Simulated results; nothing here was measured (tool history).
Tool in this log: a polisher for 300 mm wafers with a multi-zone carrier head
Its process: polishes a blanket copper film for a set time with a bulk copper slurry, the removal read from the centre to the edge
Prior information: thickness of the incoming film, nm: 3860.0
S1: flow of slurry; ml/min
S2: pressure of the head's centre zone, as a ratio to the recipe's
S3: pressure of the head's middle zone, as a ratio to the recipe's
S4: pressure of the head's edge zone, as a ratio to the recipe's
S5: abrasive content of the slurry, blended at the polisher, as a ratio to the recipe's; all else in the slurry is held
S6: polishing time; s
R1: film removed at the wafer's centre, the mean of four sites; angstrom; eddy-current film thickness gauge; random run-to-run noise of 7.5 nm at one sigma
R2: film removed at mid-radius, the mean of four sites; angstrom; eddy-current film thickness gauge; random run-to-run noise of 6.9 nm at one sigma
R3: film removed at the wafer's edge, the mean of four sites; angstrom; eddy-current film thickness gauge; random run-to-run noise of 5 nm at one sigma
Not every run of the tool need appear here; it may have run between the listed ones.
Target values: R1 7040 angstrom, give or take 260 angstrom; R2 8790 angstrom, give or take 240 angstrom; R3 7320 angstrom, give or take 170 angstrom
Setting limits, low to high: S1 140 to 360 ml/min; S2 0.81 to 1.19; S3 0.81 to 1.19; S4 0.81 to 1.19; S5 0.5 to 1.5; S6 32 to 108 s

run,hour,S1,S2,S3,S4,S5,S6,R1,R2,R3
1,0,230,1,1,1,1,70,6307,6119,6199.3
2,5.7,250,0.98,1.05,1,1.1,71,6406.9,6813.1,6367
3,10,250,0.98,1.05,1,1.2,71,6427.9,6784.9,6525.4
4,11.6,270,0.98,1.08,1.01,1.25,72,6880.6,7257.1,6757.3
5,14.1,270,0.92,1.08,1.01,1.25,72,6383.3,7270.1,6757.9
6,18.2,270,0.92,1.08,1.01,1.4,72,6522.9,7478.2,7002.1
7,25.7,285,0.92,1.11,1.01,1.4,72,6609.7,7665.2,6920.1
8,28.8,315,0.89,1.19,1.03,1.5,76,6976.7,8839.1,7589.2
9,37.4,315,0.89,1.19,1.02,1.5,76,7038.7,8794.9,7572.5

Exactly one of the 4 candidate moves below puts every result within its allowed miss. Which one?
A,46,345,0.89,1.16,1.06,1.5,77,?,?,?
B,46,305,0.88,1.16,1.09,1.5,78,?,?,?
C,46,345,0.89,1.19,0.95,1.4,77,?,?,?
D,46,335,0.81,1.13,1.04,1.4,79,?,?,?

move,R1,R2,R3
A,7178.9,8688.7,7915.9
B,7120.6,8701.9,8060.8
C,7075,8753.5,7394
D,6746.1,8568.3,7914.7
A: its largest miss is bigger than the last run's
B: its largest miss is bigger than the last run's
C: each result inside its tolerance
D: its largest miss is bigger than the last run's
C is the move that brings every result within its allowed miss.
